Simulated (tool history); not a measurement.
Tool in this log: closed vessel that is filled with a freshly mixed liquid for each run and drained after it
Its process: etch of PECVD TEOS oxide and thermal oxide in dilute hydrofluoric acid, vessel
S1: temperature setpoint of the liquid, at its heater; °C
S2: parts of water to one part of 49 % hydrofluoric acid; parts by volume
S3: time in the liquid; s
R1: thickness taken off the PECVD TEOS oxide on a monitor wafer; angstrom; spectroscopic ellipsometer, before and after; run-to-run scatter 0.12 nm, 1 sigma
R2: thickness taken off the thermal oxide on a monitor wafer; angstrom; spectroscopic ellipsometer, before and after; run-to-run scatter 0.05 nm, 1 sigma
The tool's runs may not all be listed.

| run | hour | S1 | S2 | S3 | R1 | R2 |
|---|---|---|---|---|---|---|
| 1 | 0 | 23 | 90 | 60 | 111.86 | 28.132 |
| 2 | 8.4 | 25.5 | 90 | 60 | 125.9 | 31.314 |
| 3 | 12.2 | 25.5 | 120 | 60 | 90.721 | 22.389 |
| 4 | 12.7 | 25.5 | 120 | 70 | 105.88 | 26.32 |
| 5 | 17.8 | 28.5 | 120 | 70 | 117.56 | 30.683 |
| 6 | 23.6 | 28.5 | 115 | 70 | 125.45 | 31.474 |

The next listed run, before its measurement:
| 7 | 32.1 | 29 | 115 | 70 | ? | ? |

Run 7 came out at R1 125.47 angstrom, R2 31.778 angstrom.

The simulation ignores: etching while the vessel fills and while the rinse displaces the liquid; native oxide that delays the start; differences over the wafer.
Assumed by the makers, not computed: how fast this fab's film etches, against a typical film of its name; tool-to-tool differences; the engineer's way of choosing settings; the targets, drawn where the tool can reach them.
